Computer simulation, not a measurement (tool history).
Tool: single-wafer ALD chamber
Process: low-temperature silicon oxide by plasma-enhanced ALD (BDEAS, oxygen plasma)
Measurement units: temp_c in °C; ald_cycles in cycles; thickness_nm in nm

run  hour  temp_c  ald_cycles  thickness_nm
  1   0.0     120          62        8.9797
  2   7.5     126          62        8.8997
  3   9.9     115          62        9.0986
  4  10.9     106          62        9.2894
  5  18.8     116          62        9.0729
  6  25.2     107          62        9.2878

Run 7 comes next. What will it give?
  7  30.8     106          65             ?

{"run 7": {"thickness_nm": 9.6861}}
